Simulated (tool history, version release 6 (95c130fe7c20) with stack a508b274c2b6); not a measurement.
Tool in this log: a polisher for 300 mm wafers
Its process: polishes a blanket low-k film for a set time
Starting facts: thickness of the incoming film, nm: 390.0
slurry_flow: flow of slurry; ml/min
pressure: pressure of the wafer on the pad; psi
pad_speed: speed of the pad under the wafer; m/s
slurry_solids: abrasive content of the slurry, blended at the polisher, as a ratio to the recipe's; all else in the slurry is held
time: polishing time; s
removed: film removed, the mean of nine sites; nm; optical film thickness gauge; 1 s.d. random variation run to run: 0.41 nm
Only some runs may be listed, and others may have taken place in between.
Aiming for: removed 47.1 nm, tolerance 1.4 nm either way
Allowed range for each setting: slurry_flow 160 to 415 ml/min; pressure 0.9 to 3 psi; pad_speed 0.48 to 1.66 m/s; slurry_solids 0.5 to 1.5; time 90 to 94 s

run	hour	slurry_flow	pressure	pad_speed	slurry_solids	time	removed
1	0	265	1.9	1.06	1	90	37.676
2	6.1	265	1.9	1.06	1	90	37.044
3	8	265	2	1.06	1	90	39.769
4	17	265	2.3	1.06	1	90	45.485
5	20.8	270	2.3	1.06	1	90	44.808
6	29.1	270	2.3	0.9	1	90	39.116
7	36	270	2.4	0.9	1	90	41.42
8	43.2	270	2.5	0.9	1	90	42.7
9	44.1	270	2.6	0.9	1	90	44.768

Which one of the following 5 next-run settings gets every result inside its allowed miss? There is exactly one.
A	45	210	2.5	1.04	0.75	93	?
B	45	265	2.8	0.74	1.1	94	?
C	45	315	2.9	0.66	1.25	90	?
D	45	260	2.8	0.84	1	93	?
E	45	295	2.5	0.84	1	94	?

move	removed
A	44.065
B	44.123
C	42.211
D	46.73
E	42.754
A: moves away from the targets compared with the last run
B: moves away from the targets compared with the last run
C: moves away from the targets compared with the last run
D: all results land within tolerance of their targets
E: moves away from the targets compared with the last run
Move D is the one to make.

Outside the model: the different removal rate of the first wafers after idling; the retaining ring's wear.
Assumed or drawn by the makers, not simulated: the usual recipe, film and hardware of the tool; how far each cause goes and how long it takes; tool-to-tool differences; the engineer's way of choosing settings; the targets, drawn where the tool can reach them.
